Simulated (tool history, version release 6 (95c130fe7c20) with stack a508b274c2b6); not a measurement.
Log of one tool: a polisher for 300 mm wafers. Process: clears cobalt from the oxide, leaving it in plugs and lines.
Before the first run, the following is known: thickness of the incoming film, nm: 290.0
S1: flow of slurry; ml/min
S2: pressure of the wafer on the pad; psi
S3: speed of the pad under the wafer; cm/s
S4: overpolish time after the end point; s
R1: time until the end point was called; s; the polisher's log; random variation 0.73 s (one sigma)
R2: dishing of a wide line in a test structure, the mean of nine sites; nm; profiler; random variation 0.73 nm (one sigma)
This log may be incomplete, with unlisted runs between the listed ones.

| run | hour | S1 | S2 | S3 | S4 | R1 | R2 |
|---|---|---|---|---|---|---|---|
| 1 | 0.0 | 215 | 2.4 | 118 | 10 | 50.485 | 35.551 |
| 2 | 7.8 | 180 | 2.4 | 118 | 10 | 51.429 | 35.361 |
| 3 | 15.0 | 180 | 2.5 | 118 | 9 | 51.826 | 32.303 |
| 4 | 16.1 | 180 | 2.6 | 118 | 9 | 47.934 | 34.836 |
| 5 | 22.7 | 180 | 2.6 | 138 | 9 | 42.291 | 38.680 |
| 6 | 25.9 | 180 | 3.0 | 138 | 9 | 37.174 | 41.326 |
| 7 | 30.7 | 180 | 3.0 | 136 | 4 | 37.235 | 23.701 |

Expected results for the next run?
| 8 | 32.9 | 180 | 2.9 | 136 | 7 | ? | ? |

Run 8 came out at R1 38.299 s, R2 33.189 nm.

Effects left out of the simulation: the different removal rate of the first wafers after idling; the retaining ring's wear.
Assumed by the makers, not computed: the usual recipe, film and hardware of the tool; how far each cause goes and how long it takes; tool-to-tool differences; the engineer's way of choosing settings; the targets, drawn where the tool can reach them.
